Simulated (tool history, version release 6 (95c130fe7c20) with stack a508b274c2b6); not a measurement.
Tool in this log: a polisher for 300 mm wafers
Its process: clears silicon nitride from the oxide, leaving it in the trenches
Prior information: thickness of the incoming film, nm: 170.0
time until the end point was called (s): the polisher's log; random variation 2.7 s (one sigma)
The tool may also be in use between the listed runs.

run,hour,flow of slurry (ml/min),pressure of the wafer on the pad (psi),speed of the pad under the wafer (m/s),overpolish time after the end point (s),time until the end point was called (s)
1,0,180,3.3,1.06,5,180.73
2,4,180,3.2,1.06,5,189.9
3,5.8,180,3.1,1.06,5,192.15
4,8.7,180,3,1.06,5,199.16
5,16.2,180,3,1.06,5,198.94
6,21,180,2.9,1.06,5,209.68
7,28.2,180,2.8,1.06,5,214.4
8,32.7,180,2.7,1.06,5,222.96

Run 9, settings as shown, results not yet in. Your forecast:
9,33.6,180,2.6,1.06,5,?

{"run 9": {"time until the end point was called (s)": 229.86}}
